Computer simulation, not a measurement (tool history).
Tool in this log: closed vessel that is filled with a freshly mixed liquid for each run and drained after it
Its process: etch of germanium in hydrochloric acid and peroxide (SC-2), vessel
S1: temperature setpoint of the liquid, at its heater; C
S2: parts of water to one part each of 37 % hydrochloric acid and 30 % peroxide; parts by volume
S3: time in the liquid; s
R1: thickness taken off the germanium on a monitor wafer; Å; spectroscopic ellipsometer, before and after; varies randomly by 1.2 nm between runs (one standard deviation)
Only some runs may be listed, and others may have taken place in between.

{"run": 1, "day": 0.0, "S1": 46.0, "S2": 7.0, "S3": 85, "R1": 1562.1}
{"run": 2, "day": 0.258, "S1": 46.0, "S2": 4.5, "S3": 85, "R1": 1594.2}
{"run": 3, "day": 0.325, "S1": 49.0, "S2": 4.5, "S3": 85, "R1": 1749.0}
{"run": 4, "day": 0.546, "S1": 51.0, "S2": 4.5, "S3": 85, "R1": 1884.6}
{"run": 5, "day": 0.8, "S1": 51.0, "S2": 4.5, "S3": 95, "R1": 2080.4}
{"run": 6, "day": 0.967, "S1": 51.0, "S2": 6.0, "S3": 95, "R1": 2099.4}
{"run": 7, "day": 1.229, "S1": 52.0, "S2": 6.0, "S3": 95, "R1": 2129.6}
{"run": 8, "day": 1.575, "S1": 53.0, "S2": 6.0, "S3": 95, "R1": 2215.8}
{"run": 9, "day": 1.775, "S1": 53.5, "S2": 6.0, "S3": 95, "R1": 2243.9}

Estimate the outcome of run 10 from the log above:
{"run": 10, "day": 1.833, "S1": 54.0, "S2": 6.0, "S3": 95, "R1": "?"}

R1: 2279.9 Å
